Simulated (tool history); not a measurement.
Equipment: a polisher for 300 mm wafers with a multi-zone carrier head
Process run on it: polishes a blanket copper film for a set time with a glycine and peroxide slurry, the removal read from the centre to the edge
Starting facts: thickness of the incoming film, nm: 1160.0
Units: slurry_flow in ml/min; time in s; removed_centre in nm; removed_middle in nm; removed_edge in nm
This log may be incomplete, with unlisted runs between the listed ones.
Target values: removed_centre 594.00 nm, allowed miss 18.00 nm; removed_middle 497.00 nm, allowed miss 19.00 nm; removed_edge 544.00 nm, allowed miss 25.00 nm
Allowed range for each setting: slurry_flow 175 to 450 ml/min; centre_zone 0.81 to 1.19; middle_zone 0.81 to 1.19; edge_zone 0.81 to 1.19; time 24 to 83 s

Run 1, hour 0.0: slurry_flow 290 ml/min, centre_zone 1.00, middle_zone 1.00, edge_zone 1.00, time 53 s. Result: removed_centre 400.51 nm, removed_middle 409.21 nm, removed_edge 421.76 nm.
Run 2, hour 3.4: slurry_flow 330 ml/min, centre_zone 1.00, middle_zone 1.00, edge_zone 1.00, time 53 s. Result: removed_centre 404.17 nm, removed_middle 424.29 nm, removed_edge 409.81 nm.
Run 3, hour 6.6: slurry_flow 310 ml/min, centre_zone 1.05, middle_zone 0.99, edge_zone 1.02, time 56 s. Result: removed_centre 438.46 nm, removed_middle 431.67 nm, removed_edge 444.54 nm.
Run 4, hour 11.9: slurry_flow 310 ml/min, centre_zone 1.05, middle_zone 0.93, edge_zone 1.02, time 56 s. Result: removed_centre 438.84 nm, removed_middle 410.10 nm, removed_edge 450.46 nm.
Run 5, hour 18.0: slurry_flow 310 ml/min, centre_zone 1.05, middle_zone 0.93, edge_zone 1.02, time 43 s. Result: removed_centre 340.92 nm, removed_middle 314.84 nm, removed_edge 335.00 nm.
Run 6, hour 24.5: slurry_flow 255 ml/min, centre_zone 1.05, middle_zone 0.93, edge_zone 1.02, time 43 s. Result: removed_centre 335.95 nm, removed_middle 314.44 nm, removed_edge 326.97 nm.
Run 7, hour 32.6: slurry_flow 315 ml/min, centre_zone 1.15, middle_zone 0.98, edge_zone 1.12, time 58 s. Result: removed_centre 505.74 nm, removed_middle 449.43 nm, removed_edge 475.95 nm.
Run 8, hour 36.5: slurry_flow 325 ml/min, centre_zone 1.16, middle_zone 0.97, edge_zone 1.12, time 60 s. Result: removed_centre 528.71 nm, removed_middle 469.92 nm, removed_edge 497.74 nm.

Next run, 5 choices. One meets every target within its allowed miss, the rest don't. Which?
Run A, hour 40.4: slurry_flow 345 ml/min, centre_zone 1.19, middle_zone 0.94, edge_zone 1.12, time 65 s. Result: removed_centre ?, removed_middle ?, removed_edge ?.
Run B, hour 40.4: slurry_flow 385 ml/min, centre_zone 1.18, middle_zone 0.88, edge_zone 1.11, time 70 s. Result: removed_centre ?, removed_middle ?, removed_edge ?.
Run C, hour 40.4: slurry_flow 435 ml/min, centre_zone 1.13, middle_zone 1.01, edge_zone 1.09, time 54 s. Result: removed_centre ?, removed_middle ?, removed_edge ?.
Run D, hour 40.4: slurry_flow 405 ml/min, centre_zone 0.95, middle_zone 1.11, edge_zone 1.15, time 58 s. Result: removed_centre ?, removed_middle ?, removed_edge ?.
Run E, hour 40.4: slurry_flow 290 ml/min, centre_zone 1.06, middle_zone 1.06, edge_zone 1.12, time 57 s. Result: removed_centre ?, removed_middle ?, removed_edge ?.

move  removed_centre  removed_middle  removed_edge
   A          587.06          492.44        546.41
   B          632.31          506.19        590.06
   C          471.70          441.95        453.32
   D          423.47          512.43        497.31
   E          451.28          471.34        473.10
A: hits every target within its allowed miss
B: moves the result that the last run missed by most past its target, out the other side
C: misses by more than the last run did
D: misses by more than the last run did
E: misses by more than the last run did
So the answer is move A, the one that meets all the targets.
